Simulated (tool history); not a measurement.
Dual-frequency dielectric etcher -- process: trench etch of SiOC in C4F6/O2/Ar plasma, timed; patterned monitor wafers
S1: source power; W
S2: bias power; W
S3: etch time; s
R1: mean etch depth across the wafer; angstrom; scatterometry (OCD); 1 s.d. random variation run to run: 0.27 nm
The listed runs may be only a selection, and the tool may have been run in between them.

| run | hour | S1 | S2 | S3 | R1 |
|---|---|---|---|---|---|
| 1 | 0 | 480 | 181 | 14 | 360.37 |
| 2 | 8.7 | 480 | 181 | 13 | 332.91 |
| 3 | 10.1 | 480 | 152 | 13 | 316.39 |
| 4 | 11.7 | 480 | 182 | 13 | 333.44 |
| 5 | 19.1 | 430 | 182 | 13 | 315.6 |
| 6 | 24 | 430 | 206 | 13 | 326.92 |

Estimate the outcome of run 7 from the log above:
| 7 | 24.6 | 470 | 210 | 13 | ? |

Run 7 measured R1 343.31 angstrom.

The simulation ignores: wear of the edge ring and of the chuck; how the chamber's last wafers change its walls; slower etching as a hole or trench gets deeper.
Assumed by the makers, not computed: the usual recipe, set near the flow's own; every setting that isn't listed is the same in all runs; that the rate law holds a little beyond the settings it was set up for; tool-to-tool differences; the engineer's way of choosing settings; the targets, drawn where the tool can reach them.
